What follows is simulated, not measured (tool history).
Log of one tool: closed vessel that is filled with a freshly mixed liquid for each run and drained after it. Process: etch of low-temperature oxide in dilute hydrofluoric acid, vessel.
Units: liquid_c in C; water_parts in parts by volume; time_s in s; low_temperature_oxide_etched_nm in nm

| run | hour | liquid_c | water_parts | time_s | low_temperature_oxide_etched_nm |
|---|---|---|---|---|---|
| 1 | 0.0 | 21.0 | 260 | 1205 | 37.336 |
| 2 | 7.3 | 22.0 | 225 | 1210 | 46.734 |
| 3 | 16.2 | 23.0 | 195 | 1210 | 57.688 |
| 4 | 23.1 | 23.0 | 195 | 1205 | 57.828 |
| 5 | 23.8 | 24.0 | 175 | 1205 | 68.310 |
|  | 30.0 | hydrofluoric acid flow meter replaced |
| 6 | 30.0 | 26.5 | 175 | 1205 | 87.144 |
| 7 | 36.2 | 29.0 | 100 | 1205 | 182.530 |

Forecast run 8:
| 8 | 37.4 | 25.5 | 100 | 1205 | ? |

low_temperature_oxide_etched_nm: 161.900 nm
